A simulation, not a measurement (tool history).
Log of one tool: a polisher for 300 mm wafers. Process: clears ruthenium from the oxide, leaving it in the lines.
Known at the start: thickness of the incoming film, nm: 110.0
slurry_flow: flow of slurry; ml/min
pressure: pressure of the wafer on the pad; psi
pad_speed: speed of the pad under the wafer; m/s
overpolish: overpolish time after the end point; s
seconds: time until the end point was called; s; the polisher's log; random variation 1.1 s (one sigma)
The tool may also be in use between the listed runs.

Run 1, day 0.000: slurry_flow 195 ml/min, pressure 1.9 psi, pad_speed 1.22 m/s, overpolish 8 s. Result: seconds 69.594 s.
Run 2, day 0.042: slurry_flow 195 ml/min, pressure 1.8 psi, pad_speed 1.22 m/s, overpolish 8 s. Result: seconds 71.788 s.
Run 3, day 0.067: slurry_flow 195 ml/min, pressure 1.8 psi, pad_speed 1.40 m/s, overpolish 8 s. Result: seconds 62.698 s.
Run 4, day 0.350: slurry_flow 195 ml/min, pressure 1.8 psi, pad_speed 1.40 m/s, overpolish 8 s. Result: seconds 63.338 s.
Run 5, day 0.379: slurry_flow 195 ml/min, pressure 1.7 psi, pad_speed 1.38 m/s, overpolish 8 s. Result: seconds 66.278 s.
Run 6, day 0.658: slurry_flow 155 ml/min, pressure 1.7 psi, pad_speed 1.38 m/s, overpolish 8 s. Result: seconds 68.975 s.
Run 7, day 0.825: slurry_flow 155 ml/min, pressure 1.6 psi, pad_speed 1.36 m/s, overpolish 8 s. Result: seconds 72.937 s.
Run 8, day 1.008: slurry_flow 155 ml/min, pressure 1.5 psi, pad_speed 1.34 m/s, overpolish 8 s. Result: seconds 77.729 s.
Run 9, day 1.167: slurry_flow 155 ml/min, pressure 1.4 psi, pad_speed 1.32 m/s, overpolish 8 s. Result: seconds 83.658 s.
Run 10, day 1.529: slurry_flow 155 ml/min, pressure 1.3 psi, pad_speed 1.32 m/s, overpolish 8 s. Result: seconds 87.441 s.

The next listed run, before its measurement:
Run 11, day 1.750: slurry_flow 155 ml/min, pressure 1.3 psi, pad_speed 1.32 m/s, overpolish 8 s. Result: seconds ?.

seconds: 86.530 s

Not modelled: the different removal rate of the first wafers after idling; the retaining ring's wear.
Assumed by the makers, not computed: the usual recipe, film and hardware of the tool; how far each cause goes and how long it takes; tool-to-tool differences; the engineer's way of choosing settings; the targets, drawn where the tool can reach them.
